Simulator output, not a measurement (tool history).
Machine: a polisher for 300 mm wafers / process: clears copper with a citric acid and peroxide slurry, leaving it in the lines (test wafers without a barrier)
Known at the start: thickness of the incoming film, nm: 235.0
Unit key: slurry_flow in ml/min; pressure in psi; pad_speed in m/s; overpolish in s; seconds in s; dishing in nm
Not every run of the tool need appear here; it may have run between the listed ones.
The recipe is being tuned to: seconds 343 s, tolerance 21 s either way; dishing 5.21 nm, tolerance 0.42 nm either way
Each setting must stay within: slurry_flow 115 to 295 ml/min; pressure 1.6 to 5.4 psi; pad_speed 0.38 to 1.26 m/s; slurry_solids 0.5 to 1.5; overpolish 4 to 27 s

run 1 day=0 | slurry_flow=190 pressure=3.5 pad_speed=0.82 slurry_solids=1 overpolish=14 | seconds=113.74 dishing=15.958
run 2 day=0.354 | slurry_flow=190 pressure=3.5 pad_speed=0.82 slurry_solids=0.8 overpolish=14 | seconds=122.31 dishing=14.583
run 3 day=0.396 | slurry_flow=190 pressure=3.5 pad_speed=0.82 slurry_solids=0.8 overpolish=9 | seconds=120.24 dishing=10.66
run 4 day=0.688 | slurry_flow=190 pressure=3.1 pad_speed=0.74 slurry_solids=0.8 overpolish=9 | seconds=149.31 dishing=8.5923
run 5 day=0.829 | slurry_flow=190 pressure=2.5 pad_speed=0.74 slurry_solids=0.8 overpolish=9 | seconds=179.35 dishing=7.1436
run 6 day=1.146 | slurry_flow=190 pressure=2.5 pad_speed=0.64 slurry_solids=0.8 overpolish=9 | seconds=206.65 dishing=6.8241
run 7 day=1.229 | slurry_flow=190 pressure=2.3 pad_speed=0.6 slurry_solids=0.8 overpolish=9 | seconds=226.74 dishing=6.2134
run 8 day=1.462 | slurry_flow=190 pressure=2.2 pad_speed=0.56 slurry_solids=0.8 overpolish=9 | seconds=251.58 dishing=5.7522
run 9 day=1.638 | slurry_flow=190 pressure=2.1 pad_speed=0.54 slurry_solids=0.8 overpolish=9 | seconds=261.11 dishing=5.4348
run 10 day=1.692 | slurry_flow=190 pressure=2 pad_speed=0.52 slurry_solids=0.8 overpolish=10 | seconds=289.16 dishing=5.4924
run 11 day=1.829 | slurry_flow=190 pressure=1.9 pad_speed=0.52 slurry_solids=0.8 overpolish=10 | seconds=300.29 dishing=5.3119
run 12 day=2.1 | slurry_flow=190 pressure=1.6 pad_speed=0.48 slurry_solids=0.8 overpolish=12 | seconds=367.68 dishing=5.5354

Which one of the following 5 next-run settings gets every result inside its allowed miss? There is exactly one.
run A day=2.371 | slurry_flow=190 pressure=1.9 pad_speed=0.42 slurry_solids=0.8 overpolish=11 | seconds=? dishing=?
run B day=2.371 | slurry_flow=240 pressure=2.4 pad_speed=0.38 slurry_solids=0.5 overpolish=8 | seconds=? dishing=?
run C day=2.371 | slurry_flow=230 pressure=1.7 pad_speed=0.54 slurry_solids=1 overpolish=8 | seconds=? dishing=?
run D day=2.371 | slurry_flow=175 pressure=2 pad_speed=0.52 slurry_solids=0.85 overpolish=9 | seconds=? dishing=?
run E day=2.371 | slurry_flow=220 pressure=1.6 pad_speed=0.4 slurry_solids=0.85 overpolish=13 | seconds=? dishing=?

move=A seconds=347.32 dishing=4.9869
move=B seconds=338.28 dishing=3.8203
move=C seconds=302.32 dishing=4.2307
move=D seconds=287.58 dishing=4.93
move=E seconds=404.26 dishing=5.0559
A: in spec on every target
B: the worst result of the last run now meets its target, but another is out of spec
C: takes the biggest miss from the last run beyond its target
D: takes the biggest miss from the last run beyond its target
E: further off than the last run
Correct choice: A, which meets every target

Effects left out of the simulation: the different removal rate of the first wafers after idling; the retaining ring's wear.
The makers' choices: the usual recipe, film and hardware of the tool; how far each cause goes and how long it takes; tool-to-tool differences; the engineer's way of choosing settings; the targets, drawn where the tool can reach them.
